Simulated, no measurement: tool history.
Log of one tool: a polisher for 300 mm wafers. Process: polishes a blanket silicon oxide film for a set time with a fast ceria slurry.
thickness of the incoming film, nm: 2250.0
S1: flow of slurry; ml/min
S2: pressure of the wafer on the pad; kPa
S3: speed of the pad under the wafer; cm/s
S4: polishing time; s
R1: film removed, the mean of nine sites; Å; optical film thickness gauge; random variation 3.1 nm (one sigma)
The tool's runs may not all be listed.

run,hour,S1,S2,S3,S4,R1
1,0,290,23.4,120,20,5617.3
2,0.9,290,23.4,120,18,4984.1
3,5.9,330,23.4,120,18,5129.5
4,11.3,330,23.4,120,18,5070.2
5,19.5,300,23.4,120,18,5026.7
6,21.5,300,23.4,120,18,5115.3

Forecast run 7:
7,25.4,295,16.5,90,18,?

Run 7 gave R1 2934 Å.

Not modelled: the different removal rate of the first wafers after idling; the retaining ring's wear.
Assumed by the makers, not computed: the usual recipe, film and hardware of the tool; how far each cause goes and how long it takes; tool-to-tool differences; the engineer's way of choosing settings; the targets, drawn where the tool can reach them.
